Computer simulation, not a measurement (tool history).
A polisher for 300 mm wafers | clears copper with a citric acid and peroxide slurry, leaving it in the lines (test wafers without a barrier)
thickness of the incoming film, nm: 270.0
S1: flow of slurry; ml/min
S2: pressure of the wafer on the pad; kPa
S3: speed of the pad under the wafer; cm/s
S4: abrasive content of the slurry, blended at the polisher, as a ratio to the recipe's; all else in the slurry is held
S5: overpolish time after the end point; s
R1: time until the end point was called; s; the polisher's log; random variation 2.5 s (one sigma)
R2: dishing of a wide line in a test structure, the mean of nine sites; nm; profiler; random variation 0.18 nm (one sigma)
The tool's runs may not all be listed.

Run 1, day 0: S1 130 ml/min, S2 17.9 kPa, S3 130 cm/s, S4 1, S5 11 s. Result: R1 99.31 s, R2 21.792 nm.
Run 2, day 0.1: S1 130 ml/min, S2 16.5 kPa, S3 130 cm/s, S4 1, S5 11 s. Result: R1 109.27 s, R2 20.199 nm.
Run 3, day 0.233: S1 130 ml/min, S2 16.5 kPa, S3 130 cm/s, S4 1, S5 7 s. Result: R1 109.87 s, R2 13.331 nm.
Run 4, day 0.462: S1 130 ml/min, S2 20.7 kPa, S3 130 cm/s, S4 1, S5 7 s. Result: R1 89.728 s, R2 16.32 nm.
Run 5, day 0.821: S1 130 ml/min, S2 20.7 kPa, S3 100 cm/s, S4 1, S5 7 s. Result: R1 112.85 s, R2 12.994 nm.
Run 6, day 1.038: S1 120 ml/min, S2 20 kPa, S3 100 cm/s, S4 1, S5 8 s. Result: R1 116.98 s, R2 14.371 nm.
Run 7, day 1.346: S1 115 ml/min, S2 19.3 kPa, S3 100 cm/s, S4 1, S5 9 s. Result: R1 126.18 s, R2 14.993 nm.

Forecast run 8:
Run 8, day 1.483: S1 110 ml/min, S2 19.3 kPa, S3 100 cm/s, S4 1, S5 9 s. Result: R1 ?, R2 ?.

Run 8 gave R1 128.28 s, R2 14.737 nm.
